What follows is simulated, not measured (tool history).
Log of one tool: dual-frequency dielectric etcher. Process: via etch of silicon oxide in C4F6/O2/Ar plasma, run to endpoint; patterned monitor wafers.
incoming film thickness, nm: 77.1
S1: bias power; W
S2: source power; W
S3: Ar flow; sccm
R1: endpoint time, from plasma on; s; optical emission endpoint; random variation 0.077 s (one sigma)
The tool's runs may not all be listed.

run,hour,S1,S2,S3,R1
1,0,536,400,282,16.439
2,3.5,536,440,282,15.668
3,6.8,577,450,281,15.193
4,13.9,516,450,281,15.676
5,18.7,562,460,280,15.097
6,25.9,562,460,245,14.882

Forecast run 7:
7,29.1,585,460,244,?

Run 7 gave R1 14.529 s.
